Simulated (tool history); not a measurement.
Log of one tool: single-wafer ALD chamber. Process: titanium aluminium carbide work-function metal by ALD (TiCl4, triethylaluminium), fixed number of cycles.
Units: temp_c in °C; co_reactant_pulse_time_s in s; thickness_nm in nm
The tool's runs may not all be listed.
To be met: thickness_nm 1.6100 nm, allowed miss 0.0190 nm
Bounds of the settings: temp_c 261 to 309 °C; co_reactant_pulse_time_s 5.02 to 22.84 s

run 1 hour=0.0 | temp_c=285 co_reactant_pulse_time_s=13.93 | thickness_nm=1.8345
run 2 hour=6.6 | temp_c=285 co_reactant_pulse_time_s=16.03 | thickness_nm=1.8437
run 3 hour=13.6 | temp_c=274 co_reactant_pulse_time_s=16.03 | thickness_nm=1.7660
run 4 hour=19.3 | temp_c=272 co_reactant_pulse_time_s=14.27 | thickness_nm=1.7435
run 5 hour=23.3 | temp_c=272 co_reactant_pulse_time_s=10.91 | thickness_nm=1.6983
run 6 hour=24.4 | temp_c=270 co_reactant_pulse_time_s=10.67 | thickness_nm=1.6701
run 7 hour=32.7 | temp_c=270 co_reactant_pulse_time_s=10.67 | thickness_nm=1.6791
run 8 hour=35.1 | temp_c=269 co_reactant_pulse_time_s=10.52 | thickness_nm=1.6633

5 next moves are on the table. One of them brings every result within its allowed miss. Which?
run A hour=37.5 | temp_c=261 co_reactant_pulse_time_s=10.62 | thickness_nm=?
run B hour=37.5 | temp_c=261 co_reactant_pulse_time_s=9.37 | thickness_nm=?
run C hour=37.5 | temp_c=278 co_reactant_pulse_time_s=9.31 | thickness_nm=?
run D hour=37.5 | temp_c=269 co_reactant_pulse_time_s=13.56 | thickness_nm=?
run E hour=37.5 | temp_c=275 co_reactant_pulse_time_s=10.19 | thickness_nm=?

move=A thickness_nm=1.6095
move=B thickness_nm=1.5637
move=C thickness_nm=1.6774
move=D thickness_nm=1.7119
move=E thickness_nm=1.6946
A: meets every target
B: takes the result that was furthest off past its target
C: further off than the last run
D: further off than the last run
E: further off than the last run
Answer: A
